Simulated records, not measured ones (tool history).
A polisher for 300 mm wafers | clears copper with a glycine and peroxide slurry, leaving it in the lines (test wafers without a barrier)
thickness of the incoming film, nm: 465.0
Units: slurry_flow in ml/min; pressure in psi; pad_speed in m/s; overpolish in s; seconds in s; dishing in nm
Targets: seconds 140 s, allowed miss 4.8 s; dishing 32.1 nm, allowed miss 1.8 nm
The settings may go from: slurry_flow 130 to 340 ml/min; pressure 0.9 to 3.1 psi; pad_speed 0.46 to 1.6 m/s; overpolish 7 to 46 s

{"run": 1, "hour": 0.0, "slurry_flow": 220, "pressure": 2, "pad_speed": 1.02, "overpolish": 24, "seconds": 93.656, "dishing": 64.39}
{"run": 2, "hour": 3.3, "slurry_flow": 220, "pressure": 1.8, "pad_speed": 1.02, "overpolish": 21, "seconds": 101.96, "dishing": 53.825}
{"run": 3, "hour": 7.3, "slurry_flow": 220, "pressure": 1.3, "pad_speed": 1.02, "overpolish": 21, "seconds": 129.15, "dishing": 44.989}
{"run": 4, "hour": 11.3, "slurry_flow": 195, "pressure": 1.3, "pad_speed": 1.02, "overpolish": 21, "seconds": 131.38, "dishing": 44.777}
{"run": 5, "hour": 12.4, "slurry_flow": 170, "pressure": 1.3, "pad_speed": 1.02, "overpolish": 21, "seconds": 133.12, "dishing": 43.232}
{"run": 6, "hour": 17.5, "slurry_flow": 170, "pressure": 1.3, "pad_speed": 1.02, "overpolish": 27, "seconds": 133.82, "dishing": 52.571}
{"run": 7, "hour": 20.8, "slurry_flow": 170, "pressure": 1.3, "pad_speed": 1.02, "overpolish": 24, "seconds": 133.47, "dishing": 48.141}
{"run": 8, "hour": 25.0, "slurry_flow": 175, "pressure": 1.1, "pad_speed": 1.04, "overpolish": 13, "seconds": 144.37, "dishing": 27.411}
{"run": 9, "hour": 25.7, "slurry_flow": 185, "pressure": 1.1, "pad_speed": 1.04, "overpolish": 14, "seconds": 144.34, "dishing": 29.207}
{"run": 10, "hour": 33.0, "slurry_flow": 205, "pressure": 1.2, "pad_speed": 1.04, "overpolish": 16, "seconds": 135.6, "dishing": 35.222}
{"run": 11, "hour": 37.7, "slurry_flow": 200, "pressure": 1.2, "pad_speed": 1.04, "overpolish": 16, "seconds": 132.92, "dishing": 34.188}
{"run": 12, "hour": 39.2, "slurry_flow": 200, "pressure": 1.2, "pad_speed": 1.04, "overpolish": 16, "seconds": 134.22, "dishing": 35.529}
{"run": 13, "hour": 41.9, "slurry_flow": 195, "pressure": 1.2, "pad_speed": 1.04, "overpolish": 16, "seconds": 136.96, "dishing": 34.306}

4 next moves are on the table. One of them brings every result within its allowed miss. Which?
{"run": "A", "hour": 44.6, "slurry_flow": 245, "pressure": 1.3, "pad_speed": 0.86, "overpolish": 18, "seconds": "?", "dishing": "?"}
{"run": "B", "hour": 44.6, "slurry_flow": 190, "pressure": 1.2, "pad_speed": 0.84, "overpolish": 14, "seconds": "?", "dishing": "?"}
{"run": "C", "hour": 44.6, "slurry_flow": 180, "pressure": 1.1, "pad_speed": 1.14, "overpolish": 15, "seconds": "?", "dishing": "?"}
{"run": "D", "hour": 44.6, "slurry_flow": 265, "pressure": 1.3, "pad_speed": 0.7, "overpolish": 16, "seconds": "?", "dishing": "?"}

move=A seconds=136.48 dishing=38.056
move=B seconds=150.31 dishing=28.503
move=C seconds=136.81 dishing=32.231
move=D seconds=149.55 dishing=32.294
A: further off than the last run
B: takes the result that was furthest off past its target
C: meets every target
D: brings the result that was furthest off to its target, and leaves another outside
Answer: C
